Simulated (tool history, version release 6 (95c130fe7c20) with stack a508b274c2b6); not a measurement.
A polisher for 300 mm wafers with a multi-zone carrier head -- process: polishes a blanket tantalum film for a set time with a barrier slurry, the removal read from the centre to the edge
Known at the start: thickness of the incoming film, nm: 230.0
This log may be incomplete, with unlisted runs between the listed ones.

| run | day | flow of slurry (ml/min) | pressure of the head's centre zone | pressure of the head's middle zone | pressure of the head's edge zone | abrasive content of the slurry | polishing time (s) | film removed at the wafer's centre (nm) | film removed at mid-radius (nm) | film removed at the wafer's edge (nm) |
|---|---|---|---|---|---|---|---|---|---|---|
| 1 | 0.000 | 310 | 1.00 | 1.00 | 1.00 | 1.00 | 45 | 88.204 | 94.479 | 87.549 |
| 2 | 0.317 | 310 | 1.00 | 1.00 | 1.00 | 0.85 | 45 | 88.739 | 90.482 | 84.048 |
| 3 | 0.671 | 310 | 1.00 | 1.00 | 1.00 | 0.85 | 51 | 98.825 | 101.360 | 94.622 |
| 4 | 0.850 | 315 | 1.04 | 1.00 | 1.03 | 0.90 | 51 | 104.300 | 105.230 | 96.693 |
| 5 | 0.921 | 315 | 1.06 | 0.97 | 1.05 | 1.00 | 52 | 110.700 | 107.660 | 104.510 |
| 6 | 1.125 | 320 | 1.08 | 0.97 | 1.07 | 1.05 | 52 | 113.550 | 106.700 | 106.140 |

The next listed run, before its measurement:
| 7 | 1.450 | 320 | 1.10 | 0.98 | 1.08 | 1.10 | 52 | ? | ? | ? |

Run 7 gave film removed at the wafer's centre (nm) 117.400, film removed at mid-radius (nm) 110.230, film removed at the wafer's edge (nm) 107.460.
